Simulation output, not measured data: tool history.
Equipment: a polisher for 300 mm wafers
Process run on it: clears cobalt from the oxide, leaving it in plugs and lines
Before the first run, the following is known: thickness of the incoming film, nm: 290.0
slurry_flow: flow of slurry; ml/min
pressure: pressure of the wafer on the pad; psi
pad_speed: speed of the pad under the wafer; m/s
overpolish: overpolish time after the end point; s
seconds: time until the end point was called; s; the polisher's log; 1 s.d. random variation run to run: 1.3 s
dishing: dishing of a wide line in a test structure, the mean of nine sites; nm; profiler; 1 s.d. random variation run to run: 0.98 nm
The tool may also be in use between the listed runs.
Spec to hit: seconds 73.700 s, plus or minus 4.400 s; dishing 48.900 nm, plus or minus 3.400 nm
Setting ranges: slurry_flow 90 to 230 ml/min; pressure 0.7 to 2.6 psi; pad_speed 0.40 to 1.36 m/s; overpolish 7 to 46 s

run 1 day=0.000 | slurry_flow=150 pressure=1.6 pad_speed=0.88 overpolish=24 | seconds=102.310 dishing=42.880
run 2 day=0.362 | slurry_flow=150 pressure=1.8 pad_speed=0.88 overpolish=24 | seconds=88.355 dishing=44.517
run 3 day=0.496 | slurry_flow=150 pressure=1.9 pad_speed=0.88 overpolish=25 | seconds=86.365 dishing=48.532
run 4 day=0.612 | slurry_flow=150 pressure=1.9 pad_speed=0.88 overpolish=24 | seconds=83.905 dishing=48.473
run 5 day=0.642 | slurry_flow=150 pressure=1.9 pad_speed=0.88 overpolish=23 | seconds=84.944 dishing=45.235
run 6 day=0.796 | slurry_flow=150 pressure=1.9 pad_speed=0.88 overpolish=13 | seconds=88.057 dishing=32.102
run 7 day=0.896 | slurry_flow=150 pressure=1.9 pad_speed=0.88 overpolish=15 | seconds=82.102 dishing=34.097
run 8 day=1.038 | slurry_flow=150 pressure=1.9 pad_speed=0.88 overpolish=16 | seconds=84.313 dishing=36.716
run 9 day=1.100 | slurry_flow=150 pressure=1.9 pad_speed=0.88 overpolish=16 | seconds=84.613 dishing=37.826
run 10 day=1.162 | slurry_flow=150 pressure=1.9 pad_speed=0.88 overpolish=17 | seconds=84.282 dishing=38.962
run 11 day=1.471 | slurry_flow=150 pressure=1.9 pad_speed=0.88 overpolish=18 | seconds=85.574 dishing=39.448
run 12 day=1.796 | slurry_flow=150 pressure=1.9 pad_speed=0.88 overpolish=19 | seconds=82.978 dishing=40.376

Below are 5 possible settings for the next run. Only one of them brings all results inside the allowed miss of their targets. Which is it?
run A day=2.121 | slurry_flow=105 pressure=2.1 pad_speed=1.02 overpolish=11 | seconds=? dishing=?
run B day=2.121 | slurry_flow=145 pressure=1.7 pad_speed=1.06 overpolish=34 | seconds=? dishing=?
run C day=2.121 | slurry_flow=140 pressure=2.3 pad_speed=0.84 overpolish=23 | seconds=? dishing=?
run D day=2.121 | slurry_flow=155 pressure=1.9 pad_speed=0.78 overpolish=14 | seconds=? dishing=?
run E day=2.121 | slurry_flow=145 pressure=2.6 pad_speed=0.72 overpolish=33 | seconds=? dishing=?

move=A seconds=69.901 dishing=32.053
move=B seconds=77.994 dishing=55.584
move=C seconds=73.229 dishing=48.503
move=D seconds=93.286 dishing=31.048
move=E seconds=74.934 dishing=55.755
A: lands further from the targets than the last run did
B: the result that was furthest off in the last run now lies on the other side of its target
C: hits every target within its allowed miss
D: lands further from the targets than the last run did
E: the result that was furthest off in the last run now lies on the other side of its target
The move that meets every target is C.

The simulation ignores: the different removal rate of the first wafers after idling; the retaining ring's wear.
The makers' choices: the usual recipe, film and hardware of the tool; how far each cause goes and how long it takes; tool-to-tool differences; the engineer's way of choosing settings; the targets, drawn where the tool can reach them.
